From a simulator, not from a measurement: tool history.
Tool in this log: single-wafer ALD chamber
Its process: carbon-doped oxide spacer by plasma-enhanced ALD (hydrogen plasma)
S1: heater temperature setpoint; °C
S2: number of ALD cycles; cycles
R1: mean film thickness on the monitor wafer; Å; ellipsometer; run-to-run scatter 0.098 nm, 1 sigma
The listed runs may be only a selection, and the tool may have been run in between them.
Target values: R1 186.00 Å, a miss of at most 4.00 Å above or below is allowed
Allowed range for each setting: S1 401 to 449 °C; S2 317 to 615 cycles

run 1 hour=0.0 | S1=425 S2=466 | R1=216.55
run 2 hour=8.3 | S1=425 S2=523 | R1=246.16
run 3 hour=17.0 | S1=432 S2=523 | R1=242.04
run 4 hour=25.9 | S1=432 S2=588 | R1=272.16
run 5 hour=32.0 | S1=434 S2=560 | R1=254.15
run 6 hour=35.2 | S1=434 S2=599 | R1=273.60
run 7 hour=39.6 | S1=434 S2=599 | R1=274.03
run 8 hour=47.3 | S1=436 S2=571 | R1=262.20
run 9 hour=55.4 | S1=436 S2=542 | R1=245.88
run 10 hour=62.3 | S1=437 S2=521 | R1=239.47
run 11 hour=65.5 | S1=437 S2=499 | R1=226.67
run 12 hour=73.9 | S1=438 S2=484 | R1=219.74
run 13 hour=75.9 | S1=439 S2=471 | R1=211.51
run 14 hour=84.7 | S1=440 S2=462 | R1=207.82

Exactly one of the 4 candidate moves below puts every result within its allowed miss. Which one?
run A hour=93.5 | S1=439 S2=436 | R1=?
run B hour=93.5 | S1=441 S2=439 | R1=?
run C hour=93.5 | S1=430 S2=427 | R1=?
run D hour=93.5 | S1=441 S2=416 | R1=?

move=A R1=196.76
move=B R1=196.93
move=C R1=197.85
move=D R1=186.61
A: closes in on the targets versus the last run, not all within tolerance yet
B: closes in on the targets versus the last run, not all within tolerance yet
C: closes in on the targets versus the last run, not all within tolerance yet
D: meets every target
So the answer is move D, the one that meets all the targets.
